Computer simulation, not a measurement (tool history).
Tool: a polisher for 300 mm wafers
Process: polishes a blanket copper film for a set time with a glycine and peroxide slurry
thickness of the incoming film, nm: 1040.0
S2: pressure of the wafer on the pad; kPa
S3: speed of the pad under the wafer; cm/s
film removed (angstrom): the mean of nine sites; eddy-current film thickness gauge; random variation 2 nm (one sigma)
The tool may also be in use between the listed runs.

{"run": 1, "hour": 0.0, "flow of slurry (ml/min)": 250, "S2": 21.4, "S3": 90, "polishing time (s)": 48, "film removed (angstrom)": 2362.2}
{"run": 2, "hour": 4.4, "flow of slurry (ml/min)": 250, "S2": 24.1, "S3": 90, "polishing time (s)": 48, "film removed (angstrom)": 2539.7}
{"run": 3, "hour": 7.8, "flow of slurry (ml/min)": 280, "S2": 24.1, "S3": 90, "polishing time (s)": 48, "film removed (angstrom)": 2583.6}
{"run": 4, "hour": 13.8, "flow of slurry (ml/min)": 280, "S2": 20.7, "S3": 88, "polishing time (s)": 48, "film removed (angstrom)": 2313.3}
{"run": 5, "hour": 22.4, "flow of slurry (ml/min)": 275, "S2": 18.6, "S3": 88, "polishing time (s)": 48, "film removed (angstrom)": 2141.4}
{"run": 6, "hour": 27.5, "flow of slurry (ml/min)": 275, "S2": 17.2, "S3": 88, "polishing time (s)": 48, "film removed (angstrom)": 1988.2}
{"run": 7, "hour": 28.6, "flow of slurry (ml/min)": 275, "S2": 16.5, "S3": 88, "polishing time (s)": 48, "film removed (angstrom)": 1935.4}
{"run": 8, "hour": 31.7, "flow of slurry (ml/min)": 270, "S2": 15.9, "S3": 88, "polishing time (s)": 48, "film removed (angstrom)": 1870.3}
{"hour": 36.1, "done": "worn pad replaced by a new one"}
{"run": 9, "hour": 36.1, "flow of slurry (ml/min)": 265, "S2": 15.9, "S3": 88, "polishing time (s)": 48, "film removed (angstrom)": 2149.4}
{"run": 10, "hour": 44.9, "flow of slurry (ml/min)": 285, "S2": 15.2, "S3": 88, "polishing time (s)": 48, "film removed (angstrom)": 2067.9}

Run 11 comes next. What will it give?
{"run": 11, "hour": 52.2, "flow of slurry (ml/min)": 265, "S2": 14.5, "S3": 88, "polishing time (s)": 48, "film removed (angstrom)": "?"}

film removed (angstrom): 2023.0

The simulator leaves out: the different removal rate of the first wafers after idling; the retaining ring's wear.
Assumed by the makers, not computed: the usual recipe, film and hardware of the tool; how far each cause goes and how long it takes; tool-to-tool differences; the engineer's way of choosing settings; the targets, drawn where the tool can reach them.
